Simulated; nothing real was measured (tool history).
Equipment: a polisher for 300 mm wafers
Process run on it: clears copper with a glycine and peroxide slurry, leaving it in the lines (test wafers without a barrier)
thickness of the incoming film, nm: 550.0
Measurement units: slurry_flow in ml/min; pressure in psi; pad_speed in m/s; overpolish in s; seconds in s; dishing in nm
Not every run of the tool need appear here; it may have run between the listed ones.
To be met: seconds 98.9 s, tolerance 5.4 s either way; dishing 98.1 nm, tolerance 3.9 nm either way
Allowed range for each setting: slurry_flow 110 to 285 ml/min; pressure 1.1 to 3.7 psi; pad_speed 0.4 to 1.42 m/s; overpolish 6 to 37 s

run	hour	slurry_flow	pressure	pad_speed	overpolish	seconds	dishing
1	0	180	2.4	0.9	19	120.01	56.229
2	5.1	175	2.6	0.9	22	122.06	64.091
3	10.7	180	2.9	0.92	24	108.6	73.642
4	14.8	225	2.9	0.92	24	106.02	75.074
5	19.4	225	3.4	0.92	24	96.674	80.158
6	26.8	225	3.3	0.94	26	97.687	86.211
7	29.8	225	3.3	0.94	27	98.296	88.668
8	32.8	225	3.3	0.94	28	94.476	90.63
9	41	225	3.2	0.94	29	97.103	90.504
10	46.9	225	3.2	0.94	30	98.24	92.431

Of the 5 settings listed for the next run, only one would bring every result within its allowed miss of target. Which one?
A	52.8	255	2.5	1	31	?	?
B	52.8	230	3	0.94	28	?	?
C	52.8	215	3.5	0.84	27	?	?
D	52.8	205	2.9	1.02	26	?	?
E	52.8	215	3.6	0.84	32	?	?

move	seconds	dishing
A	107.66	86.749
B	101.61	85.624
C	100.52	85.389
D	98.665	82.586
E	98.67	97.123
A: its largest miss is bigger than the last run's
B: its largest miss is bigger than the last run's
C: its largest miss is bigger than the last run's
D: its largest miss is bigger than the last run's
E: every result lands within tolerance
Correct choice: E, which meets every target

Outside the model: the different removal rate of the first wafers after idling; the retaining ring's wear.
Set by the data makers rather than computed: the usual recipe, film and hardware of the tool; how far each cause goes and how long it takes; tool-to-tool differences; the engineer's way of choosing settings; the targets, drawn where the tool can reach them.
